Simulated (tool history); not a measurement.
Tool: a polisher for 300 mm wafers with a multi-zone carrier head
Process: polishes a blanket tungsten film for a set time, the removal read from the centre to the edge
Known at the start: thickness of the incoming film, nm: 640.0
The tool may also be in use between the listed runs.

run	hour	flow of slurry (ml/min)	pressure of the head's centre zone	pressure of the head's middle zone	pressure of the head's edge zone	abrasive content of the slurry	polishing time (s)	film removed at the wafer's centre (angstrom)	film removed at mid-radius (angstrom)	film removed at the wafer's edge (angstrom)
1	0	280	1	1	1	1	35	1948.1	1932.4	1948.9
2	4.1	240	1	1	1	1	35	1924.3	1914.8	1919.5
3	10.6	240	1	1	1	1.1	35	1979.9	1945.8	1955.5
4	13	240	1.06	1	1	1.1	35	2088.3	1943.7	1949.1
5	15.4	240	1.06	1	0.95	1.1	35	2091.6	1960.3	1922.8
6	18.3	240	1.06	1	0.99	1.1	35	2071.5	1932.7	1952
7	20.8	235	1.03	1	0.99	1.05	34	1924.7	1866	1876.7
8	27.9	230	1.01	1	0.98	1	33	1849	1791.6	1799.3
9	34.8	235	0.99	1.01	0.99	0.95	32	1739.5	1725.4	1702.9
10	40.8	235	0.97	1.02	1.01	0.9	31	1605.3	1656	1695.2
11	45.2	235	0.95	1.03	1	0.85	30	1531.5	1600.6	1608.6
12	50.6	235	0.93	1.04	1	0.8	29	1383.9	1546.7	1511.8
13	55.1	235	0.92	1.04	0.99	0.75	29	1347.9	1542.3	1498.7
14	62.6	230	0.91	1.03	0.97	0.7	29	1318.9	1506.4	1460.5
15	65.7	230	0.9	1.02	0.96	0.65	29	1314.4	1460.4	1417.5
16	69.6	225	0.89	1.02	0.96	0.65	29	1285.1	1463.8	1416.4
17	75.2	225	0.88	1.02	0.96	0.65	29	1292.4	1456.8	1425.4
18	76.9	180	0.81	1.07	0.96	0.5	26	978.64	1259.9	1198.1
19	80.1	185	0.81	1.07	0.96	0.5	26	986.26	1267.3	1201
20	88	190	0.81	1.07	0.96	0.5	26	968.69	1272.8	1222.2
21	89	195	0.82	1.07	0.96	0.5	26	1020.4	1276.6	1202.9

Run 22 comes next. What will it give?
22	91.8	200	0.82	1.07	0.96	0.5	26	?	?	?

Run 22 gave film removed at the wafer's centre (angstrom) 989.94, film removed at mid-radius (angstrom) 1291.1, film removed at the wafer's edge (angstrom) 1206.4.
